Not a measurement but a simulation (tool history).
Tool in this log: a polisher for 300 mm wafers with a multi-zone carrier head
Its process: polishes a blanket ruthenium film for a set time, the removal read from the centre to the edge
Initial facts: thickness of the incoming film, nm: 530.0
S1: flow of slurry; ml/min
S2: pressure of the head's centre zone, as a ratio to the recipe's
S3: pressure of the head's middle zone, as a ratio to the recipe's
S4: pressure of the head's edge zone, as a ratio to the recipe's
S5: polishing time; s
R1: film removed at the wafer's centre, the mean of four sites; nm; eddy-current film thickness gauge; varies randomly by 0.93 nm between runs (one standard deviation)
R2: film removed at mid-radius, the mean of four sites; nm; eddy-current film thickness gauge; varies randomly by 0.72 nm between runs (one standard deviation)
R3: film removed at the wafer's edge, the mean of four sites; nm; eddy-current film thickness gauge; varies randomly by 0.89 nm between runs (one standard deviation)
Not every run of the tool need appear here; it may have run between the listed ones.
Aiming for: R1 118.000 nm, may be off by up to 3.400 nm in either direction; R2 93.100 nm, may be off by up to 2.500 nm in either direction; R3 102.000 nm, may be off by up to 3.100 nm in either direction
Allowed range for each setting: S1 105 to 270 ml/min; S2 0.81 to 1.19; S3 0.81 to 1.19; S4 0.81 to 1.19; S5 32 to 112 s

run  hour   S1    S2    S3    S4  S5      R1      R2      R3
  1   0.0  175  1.00  1.00  1.00  72  68.767  65.844  66.233
  2   7.0  190  1.05  1.00  1.05  79  82.149  73.179  74.376
  3  14.2  190  1.05  1.00  1.05  63  64.341  58.407  59.485
  4  17.1  190  1.05  1.00  1.05  55  55.914  51.335  52.419
  5  18.5  195  1.07  0.99  1.08  68  71.117  63.503  65.310
  6  19.7  200  1.09  0.97  1.11  76  81.729  69.128  75.843
  7  23.4  210  1.11  0.98  1.13  81  87.865  74.512  79.819
  8  31.9  210  1.13  0.98  1.14  86  96.974  80.472  85.275
  9  33.6  215  1.14  0.97  1.15  89  99.502  80.402  89.209

Consider the 4 candidate settings below. Which is the only one whose results all fall within their allowed miss of target?
  A  35.3  230  1.08  0.98  1.19   99   ?   ?   ?
  B  35.3  220  1.10  0.91  1.19   99   ?   ?   ?
  C  35.3  230  1.09  0.99  1.19   98   ?   ?   ?
  D  35.3  205  1.16  0.95  1.11  103   ?   ?   ?

move       R1      R2       R3
   A  106.410  92.547  101.550
   B  107.700  86.515  101.250
   C  106.330  92.394  100.510
   D  117.080  92.463  100.900
A: better than the last run, though not everything is in spec
B: better than the last run, though not everything is in spec
C: better than the last run, though not everything is in spec
D: every result within its allowed miss
The move that meets every target is D.
